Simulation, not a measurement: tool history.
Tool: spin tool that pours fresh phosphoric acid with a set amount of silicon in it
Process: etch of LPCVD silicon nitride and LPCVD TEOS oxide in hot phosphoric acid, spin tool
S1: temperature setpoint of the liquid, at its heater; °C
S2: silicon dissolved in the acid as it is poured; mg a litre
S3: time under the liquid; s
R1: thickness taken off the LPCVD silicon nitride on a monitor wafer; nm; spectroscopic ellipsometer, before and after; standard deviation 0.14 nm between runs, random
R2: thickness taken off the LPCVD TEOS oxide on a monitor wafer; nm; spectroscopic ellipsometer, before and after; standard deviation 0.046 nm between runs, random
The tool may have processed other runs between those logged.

run	hour	S1	S2	S3	R1	R2
1	0	161	13.5	180	16.265	0.42772
2	5.1	161	10.5	180	16.26	0.39978
3	6	161	10.5	105	9.4721	0.22574
4	14.4	161	18.5	105	9.5064	0.184
5	16.5	161	12.5	105	9.4885	0.23623
6	20.9	160	12.5	105	9.1983	0.2273
7	24	161.5	11	130	12.024	0.31418
8	27.2	163	13	140	13.373	0.39142

What will run 9 give?
9	33.6	164.5	22	210	?	?

{"run 9": {"R1": 21.429, "R2": 0.54887}}

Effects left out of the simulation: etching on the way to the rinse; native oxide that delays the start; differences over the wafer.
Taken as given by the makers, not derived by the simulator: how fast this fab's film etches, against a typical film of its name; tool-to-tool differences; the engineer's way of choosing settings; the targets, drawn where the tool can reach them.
